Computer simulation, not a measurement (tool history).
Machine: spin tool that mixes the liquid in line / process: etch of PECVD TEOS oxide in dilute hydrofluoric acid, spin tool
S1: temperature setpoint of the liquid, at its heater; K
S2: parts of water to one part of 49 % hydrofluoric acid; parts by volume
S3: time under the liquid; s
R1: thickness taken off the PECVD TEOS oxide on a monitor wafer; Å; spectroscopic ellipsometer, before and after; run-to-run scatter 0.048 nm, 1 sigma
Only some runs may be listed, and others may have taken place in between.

run 1 day=0.000 | S1=298.15 S2=230 S3=320 | R1=140.880
run 2 day=0.192 | S1=298.15 S2=230 S3=320 | R1=140.240
run 3 day=0.221 | S1=296.15 S2=250 S3=320 | R1=118.250
run 4 day=0.262 | S1=296.15 S2=315 S3=320 | R1=89.133
run 5 day=0.292 | S1=295.15 S2=315 S3=320 | R1=84.670
run 6 day=0.625 | S1=295.15 S2=275 S3=320 | R1=101.230

Expected results for the next run?
run 7 day=0.888 | S1=293.65 S2=280 S3=320 | R1=?

Run 7 produced R1 92.961 Å.

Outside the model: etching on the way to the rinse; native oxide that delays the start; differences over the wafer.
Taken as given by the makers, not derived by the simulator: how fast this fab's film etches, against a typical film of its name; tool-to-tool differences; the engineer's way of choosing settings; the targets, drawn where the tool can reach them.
